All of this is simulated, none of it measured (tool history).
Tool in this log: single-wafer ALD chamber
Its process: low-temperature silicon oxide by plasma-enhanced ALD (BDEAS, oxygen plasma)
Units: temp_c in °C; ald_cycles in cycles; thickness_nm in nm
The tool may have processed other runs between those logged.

run 1 day=0 | temp_c=90 ald_cycles=69 | thickness_nm=9.5317
run 2 day=0.112 | temp_c=86 ald_cycles=69 | thickness_nm=9.6436
run 3 day=0.35 | temp_c=84 ald_cycles=71 | thickness_nm=10.002
run 4 day=0.65 | temp_c=82 ald_cycles=72 | thickness_nm=10.199
run 5 day=0.712 | temp_c=82 ald_cycles=67 | thickness_nm=9.4738
run 6 day=0.892 | temp_c=82 ald_cycles=73 | thickness_nm=10.325

Run 7 is up next; what results do you expect?
run 7 day=1.233 | temp_c=80 ald_cycles=74 | thickness_nm=?

thickness_nm: 10.578 nm
